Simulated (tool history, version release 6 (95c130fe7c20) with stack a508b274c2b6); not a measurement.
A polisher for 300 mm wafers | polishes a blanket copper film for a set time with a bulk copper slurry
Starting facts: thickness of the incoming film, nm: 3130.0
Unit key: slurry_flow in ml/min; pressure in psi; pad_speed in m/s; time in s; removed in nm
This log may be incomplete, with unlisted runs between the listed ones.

run  hour  slurry_flow  pressure  pad_speed  slurry_solids  time  removed
  1     0          160         2       0.88              1    43   270.44
  2   3.7          155       1.8       0.82              1    43   234.31
  3  10.7          150       1.6       0.74              1    43   192.23
  4  12.2          145       1.5       0.68              1    43   170.11
  5  16.6          140       1.4       0.64              1    43   154.24
  6    21          135       1.3       0.62              1    43   139.03

Estimate the outcome of run 7 from the log above:
  7    28          130       1.2       0.62              1    43        ?

Run 7 yielded removed 128.21 nm.

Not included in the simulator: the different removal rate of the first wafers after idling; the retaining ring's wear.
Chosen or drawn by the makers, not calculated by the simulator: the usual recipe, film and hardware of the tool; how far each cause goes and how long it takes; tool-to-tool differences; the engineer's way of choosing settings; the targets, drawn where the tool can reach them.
